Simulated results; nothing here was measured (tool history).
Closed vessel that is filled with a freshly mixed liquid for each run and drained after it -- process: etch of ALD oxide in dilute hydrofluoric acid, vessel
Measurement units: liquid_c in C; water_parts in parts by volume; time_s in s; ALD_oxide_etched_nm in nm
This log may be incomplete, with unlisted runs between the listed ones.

run	day	liquid_c	water_parts	time_s	ALD_oxide_etched_nm
1	0	25	120	125	13.162
2	0.229	25	145	125	10.479
3	0.25	25	145	125	10.604
4	0.596	26.5	145	125	11.085
5	0.667	26.5	170	125	9.1273
6	1.021	26.5	155	125	10.379
7	1.083	26	155	125	10.176
8	1.188	25.5	155	125	10.003

Expected results for the next run?
9	1.267	25	155	125	?

Run 9 produced ALD_oxide_etched_nm 9.6335 nm.

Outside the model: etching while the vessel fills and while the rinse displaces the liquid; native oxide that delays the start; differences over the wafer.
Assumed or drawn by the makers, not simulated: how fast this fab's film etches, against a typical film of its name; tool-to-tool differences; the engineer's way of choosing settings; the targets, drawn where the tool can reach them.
